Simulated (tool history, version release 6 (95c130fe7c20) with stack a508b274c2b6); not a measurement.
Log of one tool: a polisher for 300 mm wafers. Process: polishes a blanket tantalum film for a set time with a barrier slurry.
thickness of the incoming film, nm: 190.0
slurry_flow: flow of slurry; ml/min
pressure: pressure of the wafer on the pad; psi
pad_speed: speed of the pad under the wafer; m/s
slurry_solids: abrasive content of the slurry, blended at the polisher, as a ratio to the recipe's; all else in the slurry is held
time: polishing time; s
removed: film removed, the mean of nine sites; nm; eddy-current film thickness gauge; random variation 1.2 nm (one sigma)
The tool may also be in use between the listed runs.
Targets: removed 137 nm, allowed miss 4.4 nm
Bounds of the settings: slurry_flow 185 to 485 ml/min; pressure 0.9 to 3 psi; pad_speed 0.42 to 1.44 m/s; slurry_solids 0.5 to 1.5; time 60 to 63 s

Run 1, day 0: slurry_flow 310 ml/min, pressure 1.9 psi, pad_speed 0.92 m/s, slurry_solids 1, time 60 s. Result: removed 107.42 nm.
Run 2, day 0.192: slurry_flow 310 ml/min, pressure 1.5 psi, pad_speed 0.92 m/s, slurry_solids 1, time 60 s. Result: removed 87.93 nm.
Run 3, day 0.458: slurry_flow 310 ml/min, pressure 1.8 psi, pad_speed 0.92 m/s, slurry_solids 1, time 60 s. Result: removed 102.67 nm.
Run 4, day 0.712: slurry_flow 345 ml/min, pressure 1.8 psi, pad_speed 0.92 m/s, slurry_solids 1, time 60 s. Result: removed 103.09 nm.
Run 5, day 0.9: slurry_flow 345 ml/min, pressure 1.8 psi, pad_speed 0.92 m/s, slurry_solids 1.1, time 60 s. Result: removed 105.43 nm.
Run 6, day 1.146: slurry_flow 345 ml/min, pressure 1.8 psi, pad_speed 0.92 m/s, slurry_solids 1.1, time 60 s. Result: removed 106.38 nm.
Run 7, day 1.446: slurry_flow 345 ml/min, pressure 1.9 psi, pad_speed 0.92 m/s, slurry_solids 1.1, time 60 s. Result: removed 110.03 nm.
Run 8, day 1.775: slurry_flow 345 ml/min, pressure 2 psi, pad_speed 0.92 m/s, slurry_solids 1.1, time 60 s. Result: removed 116.5 nm.
Run 9, day 1.854: slurry_flow 345 ml/min, pressure 2.3 psi, pad_speed 0.92 m/s, slurry_solids 1.1, time 60 s. Result: removed 128.5 nm.

5 next moves are on the table. One of them brings every result within its allowed miss. Which?
Run A, day 1.933: slurry_flow 340 ml/min, pressure 2.2 psi, pad_speed 0.96 m/s, slurry_solids 1, time 60 s. Result: removed ?.
Run B, day 1.933: slurry_flow 380 ml/min, pressure 2.4 psi, pad_speed 0.72 m/s, slurry_solids 1.25, time 63 s. Result: removed ?.
Run C, day 1.933: slurry_flow 340 ml/min, pressure 2 psi, pad_speed 1.06 m/s, slurry_solids 1.1, time 63 s. Result: removed ?.
Run D, day 1.933: slurry_flow 200 ml/min, pressure 2.6 psi, pad_speed 0.8 m/s, slurry_solids 1.2, time 60 s. Result: removed ?.
Run E, day 1.933: slurry_flow 255 ml/min, pressure 2 psi, pad_speed 1.28 m/s, slurry_solids 0.95, time 60 s. Result: removed ?.

move  removed
   A   128.19
   B   121.86
   C   138.97
   D   126.76
   E   146.17
A: as far off as the last run
B: further off than the last run
C: meets every target
D: further off than the last run
E: takes the result that was furthest off past its target
The right move is C.
